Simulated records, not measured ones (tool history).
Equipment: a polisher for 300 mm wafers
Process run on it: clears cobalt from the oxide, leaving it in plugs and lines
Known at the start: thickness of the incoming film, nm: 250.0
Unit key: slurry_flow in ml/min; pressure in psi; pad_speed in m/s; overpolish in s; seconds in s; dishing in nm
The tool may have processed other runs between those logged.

Run 1, day 0.000: slurry_flow 190 ml/min, pressure 1.6 psi, pad_speed 1.14 m/s, overpolish 12 s. Result: seconds 70.176 s, dishing 29.775 nm.
Run 2, day 0.246: slurry_flow 190 ml/min, pressure 1.9 psi, pad_speed 1.16 m/s, overpolish 10 s. Result: seconds 56.917 s, dishing 29.891 nm.
Run 3, day 0.279: slurry_flow 190 ml/min, pressure 2.1 psi, pad_speed 1.16 m/s, overpolish 10 s. Result: seconds 51.536 s, dishing 29.587 nm.
Run 4, day 0.392: slurry_flow 230 ml/min, pressure 2.1 psi, pad_speed 1.16 m/s, overpolish 10 s. Result: seconds 50.517 s, dishing 31.537 nm.
At day 0.492: worn pad replaced by a new one.
Run 5, day 0.492: slurry_flow 230 ml/min, pressure 2.1 psi, pad_speed 0.94 m/s, overpolish 10 s. Result: seconds 53.765 s, dishing 29.453 nm.
Run 6, day 0.729: slurry_flow 230 ml/min, pressure 2.3 psi, pad_speed 0.98 m/s, overpolish 9 s. Result: seconds 47.212 s, dishing 29.237 nm.

What does the tool deliver on the next run?
Run 7, day 1.075: slurry_flow 230 ml/min, pressure 2.4 psi, pad_speed 1.00 m/s, overpolish 9 s. Result: seconds ?, dishing ?.

seconds: 43.984 s
dishing: 32.677 nm
